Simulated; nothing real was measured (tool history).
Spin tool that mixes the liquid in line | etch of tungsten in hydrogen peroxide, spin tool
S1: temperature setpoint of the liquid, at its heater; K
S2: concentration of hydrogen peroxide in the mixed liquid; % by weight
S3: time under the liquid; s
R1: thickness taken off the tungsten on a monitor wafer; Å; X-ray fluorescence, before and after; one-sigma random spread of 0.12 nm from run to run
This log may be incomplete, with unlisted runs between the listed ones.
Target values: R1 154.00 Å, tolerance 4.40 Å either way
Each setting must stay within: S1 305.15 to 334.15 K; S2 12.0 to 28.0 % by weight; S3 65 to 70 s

run 1 day=0.000 | S1=318.15 S2=19.0 S3=65 | R1=347.44
run 2 day=0.142 | S1=315.65 S2=19.0 S3=65 | R1=298.73
run 3 day=0.229 | S1=318.65 S2=19.0 S3=65 | R1=359.50
run 4 day=0.438 | S1=315.15 S2=19.0 S3=65 | R1=289.77
run 5 day=0.483 | S1=317.65 S2=19.0 S3=65 | R1=341.30
run 6 day=0.542 | S1=317.65 S2=17.5 S3=65 | R1=327.92
-- day=0.679 peroxide flow meter replaced
run 7 day=0.679 | S1=314.65 S2=17.5 S3=65 | R1=279.32
run 8 day=0.883 | S1=312.15 S2=16.5 S3=65 | R1=232.20
run 9 day=0.979 | S1=310.65 S2=16.5 S3=65 | R1=213.42
run 10 day=1.138 | S1=309.15 S2=16.5 S3=65 | R1=192.37
run 11 day=1.433 | S1=308.15 S2=16.5 S3=65 | R1=179.93
run 12 day=1.629 | S1=307.65 S2=16.5 S3=65 | R1=172.87
run 13 day=1.896 | S1=307.15 S2=16.5 S3=65 | R1=168.20
run 14 day=1.992 | S1=306.65 S2=16.5 S3=65 | R1=159.74

Exactly one of the 5 candidate moves below puts every result within its allowed miss. Which one?
run A day=2.088 | S1=308.15 S2=15.0 S3=65 | R1=?
run B day=2.088 | S1=305.65 S2=20.5 S3=65 | R1=?
run C day=2.088 | S1=307.65 S2=14.5 S3=65 | R1=?
run D day=2.088 | S1=306.15 S2=16.0 S3=65 | R1=?
run E day=2.088 | S1=306.65 S2=15.0 S3=70 | R1=?

move=A R1=171.52
move=B R1=169.26
move=C R1=163.05
move=D R1=154.72
move=E R1=166.91
A: misses by more than the last run did
B: misses by more than the last run did
C: misses by more than the last run did
D: all results in spec
E: misses by more than the last run did
D is the move that brings every result within its allowed miss.
